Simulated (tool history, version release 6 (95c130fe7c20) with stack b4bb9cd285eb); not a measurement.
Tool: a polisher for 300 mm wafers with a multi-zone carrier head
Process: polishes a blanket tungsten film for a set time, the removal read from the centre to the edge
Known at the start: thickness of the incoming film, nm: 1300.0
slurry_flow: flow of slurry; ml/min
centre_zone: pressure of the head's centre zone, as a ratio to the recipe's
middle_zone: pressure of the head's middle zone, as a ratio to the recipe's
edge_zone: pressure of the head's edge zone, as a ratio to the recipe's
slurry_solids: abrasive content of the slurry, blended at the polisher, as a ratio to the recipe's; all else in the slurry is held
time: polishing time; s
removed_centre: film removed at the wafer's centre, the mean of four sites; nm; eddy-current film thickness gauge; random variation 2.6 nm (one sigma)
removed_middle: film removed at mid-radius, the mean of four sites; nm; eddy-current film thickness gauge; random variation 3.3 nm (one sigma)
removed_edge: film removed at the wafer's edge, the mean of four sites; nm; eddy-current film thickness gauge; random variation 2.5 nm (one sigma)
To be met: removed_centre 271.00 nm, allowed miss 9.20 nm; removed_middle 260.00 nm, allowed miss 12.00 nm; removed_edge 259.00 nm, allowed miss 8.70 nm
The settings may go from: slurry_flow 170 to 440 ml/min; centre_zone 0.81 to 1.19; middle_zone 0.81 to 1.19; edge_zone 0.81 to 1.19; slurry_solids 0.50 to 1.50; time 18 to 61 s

{"run": 1, "hour": 0.0, "slurry_flow": 280, "centre_zone": 1.0, "middle_zone": 1.0, "edge_zone": 1.0, "slurry_solids": 1.0, "time": 39, "removed_centre": 220.87, "removed_middle": 212.58, "removed_edge": 214.93}
{"run": 2, "hour": 1.8, "slurry_flow": 280, "centre_zone": 1.0, "middle_zone": 1.0, "edge_zone": 1.06, "slurry_solids": 1.0, "time": 39, "removed_centre": 223.85, "removed_middle": 217.34, "removed_edge": 224.6}
{"run": 3, "hour": 4.0, "slurry_flow": 280, "centre_zone": 1.0, "middle_zone": 0.93, "edge_zone": 1.06, "slurry_solids": 1.0, "time": 39, "removed_centre": 218.66, "removed_middle": 198.33, "removed_edge": 218.24}
{"run": 4, "hour": 13.0, "slurry_flow": 280, "centre_zone": 1.0, "middle_zone": 0.93, "edge_zone": 1.06, "slurry_solids": 1.15, "time": 39, "removed_centre": 229.5, "removed_middle": 210.98, "removed_edge": 230.48}
{"run": 5, "hour": 18.9, "slurry_flow": 290, "centre_zone": 1.02, "middle_zone": 0.96, "edge_zone": 1.08, "slurry_solids": 1.15, "time": 39, "removed_centre": 235.17, "removed_middle": 219.19, "removed_edge": 232.27}
{"run": 6, "hour": 21.0, "slurry_flow": 290, "centre_zone": 1.02, "middle_zone": 0.96, "edge_zone": 1.08, "slurry_solids": 1.15, "time": 32, "removed_centre": 195.04, "removed_middle": 178.27, "removed_edge": 193.32}
{"run": 7, "hour": 22.3, "slurry_flow": 290, "centre_zone": 1.04, "middle_zone": 0.98, "edge_zone": 1.1, "slurry_solids": 1.25, "time": 33, "removed_centre": 208.34, "removed_middle": 188.11, "removed_edge": 205.64}
{"run": 8, "hour": 27.0, "slurry_flow": 300, "centre_zone": 1.05, "middle_zone": 1.02, "edge_zone": 1.11, "slurry_solids": 1.3, "time": 34, "removed_centre": 220.21, "removed_middle": 200.72, "removed_edge": 213.47}
{"run": 9, "hour": 33.6, "slurry_flow": 300, "centre_zone": 1.05, "middle_zone": 1.05, "edge_zone": 1.11, "slurry_solids": 1.35, "time": 35, "removed_centre": 223.22, "removed_middle": 216.39, "removed_edge": 220.44}
{"run": 10, "hour": 42.3, "slurry_flow": 305, "centre_zone": 1.06, "middle_zone": 1.06, "edge_zone": 1.12, "slurry_solids": 1.4, "time": 36, "removed_centre": 237.42, "removed_middle": 219.91, "removed_edge": 232.53}
{"run": 11, "hour": 50.7, "slurry_flow": 310, "centre_zone": 1.07, "middle_zone": 1.09, "edge_zone": 1.12, "slurry_solids": 1.45, "time": 37, "removed_centre": 248.0, "removed_middle": 237.08, "removed_edge": 242.0}
{"run": 12, "hour": 58.5, "slurry_flow": 315, "centre_zone": 1.08, "middle_zone": 1.11, "edge_zone": 1.13, "slurry_solids": 1.45, "time": 37, "removed_centre": 246.82, "removed_middle": 242.31, "removed_edge": 238.57}
{"run": 13, "hour": 66.4, "slurry_flow": 315, "centre_zone": 1.09, "middle_zone": 1.11, "edge_zone": 1.14, "slurry_solids": 1.45, "time": 38, "removed_centre": 254.11, "removed_middle": 242.08, "removed_edge": 249.97}
{"run": 14, "hour": 73.8, "slurry_flow": 320, "centre_zone": 1.1, "middle_zone": 1.12, "edge_zone": 1.14, "slurry_solids": 1.45, "time": 38, "removed_centre": 260.43, "removed_middle": 249.63, "removed_edge": 247.73}

5 next moves are on the table. One of them brings every result within its allowed miss. Which?
{"run": "A", "hour": 81.2, "slurry_flow": 325, "centre_zone": 0.96, "middle_zone": 1.03, "edge_zone": 1.19, "slurry_solids": 1.5, "time": 40, "removed_centre": "?", "removed_middle": "?", "removed_edge": "?"}
{"run": "B", "hour": 81.2, "slurry_flow": 295, "centre_zone": 1.16, "middle_zone": 1.13, "edge_zone": 1.13, "slurry_solids": 1.45, "time": 36, "removed_centre": "?", "removed_middle": "?", "removed_edge": "?"}
{"run": "C", "hour": 81.2, "slurry_flow": 270, "centre_zone": 1.18, "middle_zone": 1.14, "edge_zone": 1.14, "slurry_solids": 1.45, "time": 40, "removed_centre": "?", "removed_middle": "?", "removed_edge": "?"}
{"run": "D", "hour": 81.2, "slurry_flow": 340, "centre_zone": 1.15, "middle_zone": 1.1, "edge_zone": 1.1, "slurry_solids": 1.5, "time": 40, "removed_centre": "?", "removed_middle": "?", "removed_edge": "?"}
{"run": "E", "hour": 81.2, "slurry_flow": 350, "centre_zone": 1.07, "middle_zone": 1.09, "edge_zone": 1.08, "slurry_solids": 1.3, "time": 41, "removed_centre": "?", "removed_middle": "?", "removed_edge": "?"}

move=A removed_centre=244.73 removed_middle=249.28 removed_edge=271.97
move=B removed_centre=258.13 removed_middle=235.35 removed_edge=234.25
move=C removed_centre=288.27 removed_middle=260.54 removed_edge=259.44
move=D removed_centre=291.33 removed_middle=262.29 removed_edge=261.81
move=E removed_centre=270.04 removed_middle=258.51 removed_edge=257.14
A: takes the result that was furthest off past its target
B: further off than the last run
C: brings the result that was furthest off to its target, and leaves another outside
D: brings the result that was furthest off to its target, and leaves another outside
E: meets every target
Move E is the one to make.
